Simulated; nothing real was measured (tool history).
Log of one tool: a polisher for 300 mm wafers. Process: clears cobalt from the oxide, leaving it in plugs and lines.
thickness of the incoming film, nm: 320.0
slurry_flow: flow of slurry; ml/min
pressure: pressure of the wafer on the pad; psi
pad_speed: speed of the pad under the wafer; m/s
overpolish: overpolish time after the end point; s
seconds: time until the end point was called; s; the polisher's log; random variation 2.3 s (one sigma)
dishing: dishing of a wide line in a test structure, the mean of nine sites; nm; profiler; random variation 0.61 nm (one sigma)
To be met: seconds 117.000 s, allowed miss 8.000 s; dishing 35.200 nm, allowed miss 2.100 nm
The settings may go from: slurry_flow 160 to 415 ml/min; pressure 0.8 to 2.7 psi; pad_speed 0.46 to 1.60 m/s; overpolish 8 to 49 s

| run | day | slurry_flow | pressure | pad_speed | overpolish | seconds | dishing |
|---|---|---|---|---|---|---|---|
| 1 | 0.000 | 265 | 1.7 | 1.02 | 25 | 79.294 | 36.126 |
| 2 | 0.092 | 265 | 1.6 | 1.00 | 27 | 84.599 | 34.774 |
| 3 | 0.321 | 265 | 1.5 | 0.98 | 32 | 94.603 | 36.275 |
| 4 | 0.629 | 265 | 1.5 | 0.98 | 42 | 94.499 | 38.495 |
| 5 | 0.796 | 265 | 1.3 | 0.98 | 42 | 99.070 | 38.290 |
| 6 | 0.908 | 265 | 1.5 | 0.98 | 42 | 94.082 | 38.773 |
| 7 | 1.071 | 265 | 1.4 | 0.96 | 41 | 99.046 | 37.799 |
| 8 | 1.279 | 265 | 1.3 | 0.94 | 40 | 106.200 | 36.772 |

5 next moves are on the table. One of them brings every result within its allowed miss. Which?
| A | 1.488 | 310 | 1.3 | 1.10 | 43 | ? | ? |
| B | 1.488 | 355 | 1.7 | 0.86 | 25 | ? | ? |
| C | 1.488 | 245 | 1.0 | 1.26 | 28 | ? | ? |
| D | 1.488 | 350 | 1.0 | 1.00 | 35 | ? | ? |
| E | 1.488 | 265 | 1.5 | 0.94 | 29 | ? | ? |

| move | seconds | dishing |
|---|---|---|
| A | 91.777 | 37.630 |
| B | 93.164 | 33.038 |
| C | 99.137 | 33.623 |
| D | 119.210 | 34.161 |
| E | 96.800 | 34.239 |
A: further off than the last run
B: further off than the last run
C: further off than the last run
D: meets every target
E: further off than the last run
Move D is the one to make.
